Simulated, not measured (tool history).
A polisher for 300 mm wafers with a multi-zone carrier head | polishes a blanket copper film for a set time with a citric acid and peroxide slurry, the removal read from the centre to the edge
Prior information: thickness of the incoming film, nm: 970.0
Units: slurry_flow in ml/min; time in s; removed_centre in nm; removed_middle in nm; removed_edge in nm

Run 1, day 0: slurry_flow 290 ml/min, centre_zone 1, middle_zone 1, edge_zone 1, slurry_solids 1, time 42 s. Result: removed_centre 58.827 nm, removed_middle 57.677 nm, removed_edge 55.302 nm.
Run 2, day 0.117: slurry_flow 290 ml/min, centre_zone 1, middle_zone 1, edge_zone 1.04, slurry_solids 1, time 42 s. Result: removed_centre 58.575 nm, removed_middle 60.638 nm, removed_edge 58.054 nm.
Run 3, day 0.288: slurry_flow 290 ml/min, centre_zone 1, middle_zone 1, edge_zone 1.04, slurry_solids 1, time 32 s. Result: removed_centre 43.978 nm, removed_middle 44.736 nm, removed_edge 43.981 nm.
Run 4, day 0.504: slurry_flow 290 ml/min, centre_zone 1, middle_zone 1, edge_zone 1.1, slurry_solids 1, time 32 s. Result: removed_centre 44.039 nm, removed_middle 44.735 nm, removed_edge 44.769 nm.
Run 5, day 0.846: slurry_flow 290 ml/min, centre_zone 1, middle_zone 0.93, edge_zone 1.1, slurry_solids 1, time 32 s. Result: removed_centre 45.212 nm, removed_middle 41.449 nm, removed_edge 45.584 nm.
Run 6, day 1.038: slurry_flow 295 ml/min, centre_zone 1.03, middle_zone 0.95, edge_zone 1.1, slurry_solids 1.15, time 37 s. Result: removed_centre 54.753 nm, removed_middle 51.094 nm, removed_edge 52.845 nm.
Run 7, day 1.262: slurry_flow 300 ml/min, centre_zone 1.04, middle_zone 0.95, edge_zone 1.11, slurry_solids 1.25, time 40 s. Result: removed_centre 59.001 nm, removed_middle 54.664 nm, removed_edge 58.519 nm.
Run 8, day 1.442: slurry_flow 300 ml/min, centre_zone 1.07, middle_zone 0.97, edge_zone 1.11, slurry_solids 1.3, time 43 s. Result: removed_centre 66.113 nm, removed_middle 61.403 nm, removed_edge 62.893 nm.

Run 9, settings as shown, results not yet in. Your forecast:
Run 9, day 1.546: slurry_flow 300 ml/min, centre_zone 1.09, middle_zone 0.98, edge_zone 1.11, slurry_solids 1.35, time 45 s. Result: removed_centre ?, removed_middle ?, removed_edge ?.

{"run 9": {"removed_centre": 73.717, "removed_middle": 64.158, "removed_edge": 67.229}}

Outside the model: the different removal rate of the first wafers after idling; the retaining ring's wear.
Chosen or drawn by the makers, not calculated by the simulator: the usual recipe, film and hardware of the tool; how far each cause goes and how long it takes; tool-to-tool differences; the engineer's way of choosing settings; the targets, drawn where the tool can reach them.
